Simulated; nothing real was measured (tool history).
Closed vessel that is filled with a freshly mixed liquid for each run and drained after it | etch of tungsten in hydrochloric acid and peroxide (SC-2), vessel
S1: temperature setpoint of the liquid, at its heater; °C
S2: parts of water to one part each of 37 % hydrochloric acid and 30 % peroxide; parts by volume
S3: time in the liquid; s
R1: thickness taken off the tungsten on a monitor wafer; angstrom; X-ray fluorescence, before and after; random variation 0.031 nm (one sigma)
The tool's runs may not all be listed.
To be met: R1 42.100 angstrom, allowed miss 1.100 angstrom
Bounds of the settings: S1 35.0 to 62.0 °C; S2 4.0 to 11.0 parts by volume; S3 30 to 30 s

run 1 day=0.000 | S1=46.0 S2=6.0 S3=30 | R1=69.877
run 2 day=0.212 | S1=49.0 S2=6.0 S3=30 | R1=85.127
run 3 day=0.375 | S1=49.0 S2=6.0 S3=30 | R1=84.379
run 4 day=0.592 | S1=48.0 S2=6.0 S3=30 | R1=80.621
run 5 day=0.958 | S1=48.0 S2=8.0 S3=30 | R1=63.250
run 6 day=1.121 | S1=48.0 S2=6.0 S3=30 | R1=80.891
run 7 day=1.288 | S1=47.0 S2=6.0 S3=30 | R1=75.211
run 8 day=1.525 | S1=47.0 S2=6.0 S3=30 | R1=76.040
run 9 day=1.679 | S1=46.0 S2=6.0 S3=30 | R1=69.424

5 next moves are on the table. One of them brings every result within its allowed miss. Which?
run A day=1.833 | S1=40.5 S2=6.5 S3=30 | R1=?
run B day=1.833 | S1=43.0 S2=7.0 S3=30 | R1=?
run C day=1.833 | S1=45.0 S2=9.5 S3=30 | R1=?
run D day=1.833 | S1=41.5 S2=7.0 S3=30 | R1=?
run E day=1.833 | S1=40.5 S2=7.0 S3=30 | R1=?

move=A R1=44.410
move=B R1=49.992
move=C R1=44.933
move=D R1=45.009
move=E R1=41.943
A: nearer than the last run, and not there yet
B: nearer than the last run, and not there yet
C: nearer than the last run, and not there yet
D: nearer than the last run, and not there yet
E: meets every target
Move E is the one to make.
